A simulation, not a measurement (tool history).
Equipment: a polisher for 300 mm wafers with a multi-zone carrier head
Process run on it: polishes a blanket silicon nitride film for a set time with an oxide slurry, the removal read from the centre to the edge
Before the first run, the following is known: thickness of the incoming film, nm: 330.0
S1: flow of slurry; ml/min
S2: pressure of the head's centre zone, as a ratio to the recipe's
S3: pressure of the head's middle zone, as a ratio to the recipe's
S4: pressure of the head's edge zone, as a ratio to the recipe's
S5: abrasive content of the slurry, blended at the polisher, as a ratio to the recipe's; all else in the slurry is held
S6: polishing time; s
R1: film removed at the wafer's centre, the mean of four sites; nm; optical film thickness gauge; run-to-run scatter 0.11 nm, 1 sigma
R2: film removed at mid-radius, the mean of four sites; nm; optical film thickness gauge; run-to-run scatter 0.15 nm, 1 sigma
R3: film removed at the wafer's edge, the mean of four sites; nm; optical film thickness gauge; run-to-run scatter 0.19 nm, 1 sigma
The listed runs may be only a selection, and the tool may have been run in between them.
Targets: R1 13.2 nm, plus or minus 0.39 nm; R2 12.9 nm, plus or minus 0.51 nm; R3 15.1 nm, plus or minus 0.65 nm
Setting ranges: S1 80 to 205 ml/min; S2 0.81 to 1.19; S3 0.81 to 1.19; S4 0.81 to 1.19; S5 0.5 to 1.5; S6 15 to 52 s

| run | hour | S1 | S2 | S3 | S4 | S5 | S6 | R1 | R2 | R3 |
|---|---|---|---|---|---|---|---|---|---|---|
| 1 | 0 | 135 | 1 | 1 | 1 | 1 | 33 | 19.423 | 19.49 | 19.517 |
| 2 | 3.8 | 125 | 0.97 | 0.96 | 0.99 | 0.9 | 33 | 17.592 | 17.609 | 18.106 |
| 3 | 11.5 | 125 | 0.93 | 0.96 | 0.99 | 0.9 | 33 | 16.799 | 17.974 | 18.486 |
| 4 | 15.1 | 125 | 0.93 | 0.96 | 0.99 | 0.7 | 33 | 14.971 | 15.585 | 16.336 |
| 5 | 20.3 | 120 | 0.92 | 0.93 | 0.99 | 0.7 | 33 | 14.578 | 14.849 | 16.31 |
| 6 | 26 | 120 | 0.92 | 0.93 | 0.99 | 0.9 | 33 | 16.564 | 16.897 | 17.888 |
| 7 | 28.8 | 115 | 0.9 | 0.9 | 0.98 | 0.85 | 33 | 15.307 | 15.799 | 17.113 |
| 8 | 30.7 | 110 | 0.89 | 0.88 | 0.97 | 0.8 | 33 | 14.88 | 15.256 | 16.503 |
| 9 | 34.5 | 105 | 0.89 | 0.86 | 0.98 | 0.75 | 33 | 13.923 | 14.222 | 16.086 |
| 10 | 35.9 | 100 | 0.89 | 0.85 | 0.97 | 0.75 | 33 | 13.878 | 13.768 | 15.908 |
| 11 | 44.5 | 85 | 0.87 | 0.83 | 0.92 | 0.7 | 33 | 12.133 | 12.24 | 14.424 |
| 12 | 49 | 90 | 0.87 | 0.83 | 0.92 | 0.7 | 33 | 12.489 | 12.507 | 14.846 |

Which single option among these 4 for the next run brings every result within its allowed miss of target? Just one does.
| A | 53.5 | 85 | 0.91 | 0.84 | 0.93 | 0.55 | 39 | ? | ? | ? |
| B | 53.5 | 125 | 0.95 | 0.81 | 1.09 | 0.5 | 35 | ? | ? | ? |
| C | 53.5 | 110 | 0.87 | 0.85 | 0.94 | 0.7 | 30 | ? | ? | ? |
| D | 53.5 | 105 | 0.85 | 0.82 | 1 | 0.55 | 34 | ? | ? | ? |

| move | R1 | R2 | R3 |
|---|---|---|---|
| A | 13.182 | 12.636 | 15.072 |
| B | 13.491 | 11.794 | 14.868 |
| C | 12.23 | 12.217 | 14.062 |
| D | 11.697 | 11.642 | 14.218 |
A: meets every target
B: corrects the largest miss of the last run, while another result sits out of spec
C: misses by more than the last run did
D: misses by more than the last run did
Go with A: it meets all targets.
